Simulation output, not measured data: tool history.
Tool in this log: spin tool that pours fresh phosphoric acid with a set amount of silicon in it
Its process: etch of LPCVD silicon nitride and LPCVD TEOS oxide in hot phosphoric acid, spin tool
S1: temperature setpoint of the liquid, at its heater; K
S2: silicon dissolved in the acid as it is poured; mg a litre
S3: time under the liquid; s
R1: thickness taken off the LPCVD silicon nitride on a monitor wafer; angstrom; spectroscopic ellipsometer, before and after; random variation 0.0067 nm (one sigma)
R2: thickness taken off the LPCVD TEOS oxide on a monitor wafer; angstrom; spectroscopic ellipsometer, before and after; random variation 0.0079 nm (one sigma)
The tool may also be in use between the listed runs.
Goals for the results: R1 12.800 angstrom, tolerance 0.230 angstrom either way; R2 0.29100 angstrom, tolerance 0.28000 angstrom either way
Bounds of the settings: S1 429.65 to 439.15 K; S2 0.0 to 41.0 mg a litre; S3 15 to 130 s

run 1 hour=0.0 | S1=434.15 S2=18.0 S3=65 | R1=60.321 R2=1.47810
run 2 hour=6.8 | S1=434.15 S2=18.0 S3=80 | R1=73.981 R2=1.53590
run 3 hour=10.8 | S1=434.15 S2=18.0 S3=55 | R1=50.942 R2=0.86505
run 4 hour=13.8 | S1=434.15 S2=8.5 S3=55 | R1=50.955 R2=1.30150
run 5 hour=16.1 | S1=433.15 S2=6.5 S3=45 | R1=40.150 R2=0.85134
run 6 hour=19.7 | S1=431.15 S2=6.5 S3=45 | R1=37.672 R2=1.03330
run 7 hour=25.0 | S1=430.65 S2=5.0 S3=40 | R1=32.646 R2=0.84615
run 8 hour=25.9 | S1=430.65 S2=4.0 S3=35 | R1=28.873 R2=1.19630
run 9 hour=34.5 | S1=430.65 S2=3.0 S3=30 | R1=24.627 R2=0.79469

5 next moves are on the table. One of them brings every result within its allowed miss. Which?
run A hour=43.1 | S1=438.65 S2=41.0 S3=65 | R1=? R2=?
run B hour=43.1 | S1=435.15 S2=34.0 S3=35 | R1=? R2=?
run C hour=43.1 | S1=439.15 S2=41.0 S3=15 | R1=? R2=?
run D hour=43.1 | S1=431.65 S2=11.0 S3=15 | R1=? R2=?
run E hour=43.1 | S1=431.65 S2=17.0 S3=50 | R1=? R2=?

move=A R1=69.877 R2=0.50278
move=B R1=33.521 R2=0.31471
move=C R1=16.391 R2=0.12029
move=D R1=12.774 R2=0.21811
move=E R1=42.582 R2=0.62788
A: further off than the last run
B: further off than the last run
C: nearer the targets than the last run, but a result is still out of spec
D: meets every target
E: further off than the last run
The move that meets every target is D.
